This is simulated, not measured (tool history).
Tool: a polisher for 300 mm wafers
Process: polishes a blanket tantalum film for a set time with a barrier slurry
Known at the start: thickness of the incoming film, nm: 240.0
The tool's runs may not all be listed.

| run | hour | flow of slurry (ml/min) | pressure of the wafer on the pad (kPa) | speed of the pad under the wafer (m/s) | abrasive content of the slurry | polishing time (s) | film removed (angstrom) |
|---|---|---|---|---|---|---|---|
| 1 | 0.0 | 255 | 13.8 | 1.24 | 1.00 | 53 | 1023.2 |
| 2 | 3.1 | 255 | 15.9 | 1.28 | 1.00 | 53 | 1247.8 |
| 3 | 12.0 | 255 | 17.2 | 1.30 | 1.00 | 53 | 1354.6 |
| 4 | 15.9 | 255 | 18.6 | 1.34 | 1.00 | 53 | 1496.1 |
| 5 | 18.5 | 255 | 19.3 | 1.38 | 1.00 | 53 | 1599.9 |
| 6 | 26.9 | 255 | 19.3 | 1.38 | 1.15 | 53 | 1641.0 |
| 7 | 28.4 | 255 | 19.3 | 1.38 | 1.15 | 53 | 1654.7 |
| 8 | 31.0 | 255 | 20.0 | 1.40 | 1.15 | 53 | 1726.3 |

The next listed run, before its measurement:
| 9 | 33.2 | 255 | 20.7 | 1.42 | 1.15 | 53 | ? |

film removed (angstrom): 1859.8
